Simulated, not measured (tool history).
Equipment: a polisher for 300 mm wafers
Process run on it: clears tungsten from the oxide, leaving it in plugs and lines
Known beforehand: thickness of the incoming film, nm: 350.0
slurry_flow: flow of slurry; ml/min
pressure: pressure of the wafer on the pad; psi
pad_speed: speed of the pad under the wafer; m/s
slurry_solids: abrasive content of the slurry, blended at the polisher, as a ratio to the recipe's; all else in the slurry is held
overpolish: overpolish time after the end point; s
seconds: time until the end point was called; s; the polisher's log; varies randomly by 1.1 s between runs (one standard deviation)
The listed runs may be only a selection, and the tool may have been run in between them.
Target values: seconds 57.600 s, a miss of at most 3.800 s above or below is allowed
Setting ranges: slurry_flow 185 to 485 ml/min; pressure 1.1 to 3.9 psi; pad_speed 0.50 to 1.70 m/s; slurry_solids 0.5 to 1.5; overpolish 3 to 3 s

{"run": 1, "hour": 0.0, "slurry_flow": 310, "pressure": 2.5, "pad_speed": 1.1, "slurry_solids": 1.0, "overpolish": 3, "seconds": 106.76}
{"run": 2, "hour": 4.7, "slurry_flow": 310, "pressure": 2.7, "pad_speed": 1.12, "slurry_solids": 1.0, "overpolish": 3, "seconds": 96.561}
{"run": 3, "hour": 5.8, "slurry_flow": 310, "pressure": 2.3, "pad_speed": 1.12, "slurry_solids": 1.0, "overpolish": 3, "seconds": 116.7}
{"run": 4, "hour": 7.5, "slurry_flow": 310, "pressure": 2.3, "pad_speed": 1.12, "slurry_solids": 1.0, "overpolish": 3, "seconds": 115.61}
{"run": 5, "hour": 15.2, "slurry_flow": 310, "pressure": 2.3, "pad_speed": 1.12, "slurry_solids": 1.1, "overpolish": 3, "seconds": 108.45}
{"run": 6, "hour": 23.6, "slurry_flow": 265, "pressure": 2.3, "pad_speed": 1.12, "slurry_solids": 1.1, "overpolish": 3, "seconds": 112.94}
{"run": 7, "hour": 32.1, "slurry_flow": 265, "pressure": 2.5, "pad_speed": 1.14, "slurry_solids": 1.1, "overpolish": 3, "seconds": 99.461}
{"run": 8, "hour": 36.2, "slurry_flow": 265, "pressure": 2.7, "pad_speed": 1.14, "slurry_solids": 1.1, "overpolish": 3, "seconds": 98.05}
{"run": 9, "hour": 40.2, "slurry_flow": 265, "pressure": 2.7, "pad_speed": 1.14, "slurry_solids": 1.1, "overpolish": 3, "seconds": 97.634}
{"run": 10, "hour": 44.4, "slurry_flow": 265, "pressure": 2.9, "pad_speed": 1.16, "slurry_solids": 1.1, "overpolish": 3, "seconds": 89.102}
{"hour": 50.1, "done": "slurry nozzle cleaned"}
{"run": 11, "hour": 50.1, "slurry_flow": 265, "pressure": 3.0, "pad_speed": 1.18, "slurry_solids": 1.1, "overpolish": 3, "seconds": 83.988}
{"run": 12, "hour": 53.0, "slurry_flow": 265, "pressure": 3.1, "pad_speed": 1.2, "slurry_solids": 1.1, "overpolish": 3, "seconds": 76.952}
{"run": 13, "hour": 58.4, "slurry_flow": 265, "pressure": 3.1, "pad_speed": 1.2, "slurry_solids": 1.1, "overpolish": 3, "seconds": 76.999}
{"run": 14, "hour": 63.9, "slurry_flow": 265, "pressure": 3.2, "pad_speed": 1.2, "slurry_solids": 1.1, "overpolish": 3, "seconds": 74.681}
{"run": 15, "hour": 65.8, "slurry_flow": 265, "pressure": 3.3, "pad_speed": 1.2, "slurry_solids": 1.1, "overpolish": 3, "seconds": 73.704}
{"run": 16, "hour": 74.2, "slurry_flow": 265, "pressure": 3.4, "pad_speed": 1.2, "slurry_solids": 1.1, "overpolish": 3, "seconds": 72.674}

Which single option among these 4 for the next run brings every result within its allowed miss of target? Just one does.
{"run": "A", "hour": 82.6, "slurry_flow": 365, "pressure": 2.9, "pad_speed": 1.0, "slurry_solids": 1.0, "overpolish": 3, "seconds": "?"}
{"run": "B", "hour": 82.6, "slurry_flow": 290, "pressure": 3.3, "pad_speed": 1.58, "slurry_solids": 0.9, "overpolish": 3, "seconds": "?"}
{"run": "C", "hour": 82.6, "slurry_flow": 350, "pressure": 3.1, "pad_speed": 1.52, "slurry_solids": 0.8, "overpolish": 3, "seconds": "?"}
{"run": "D", "hour": 82.6, "slurry_flow": 270, "pressure": 2.8, "pad_speed": 0.92, "slurry_solids": 1.0, "overpolish": 3, "seconds": "?"}

move=A seconds=98.925
move=B seconds=59.130
move=C seconds=67.124
move=D seconds=113.880
A: further off than the last run
B: each result inside its tolerance
C: better than the last run, though not everything is in spec
D: further off than the last run
Move B is the one to make.
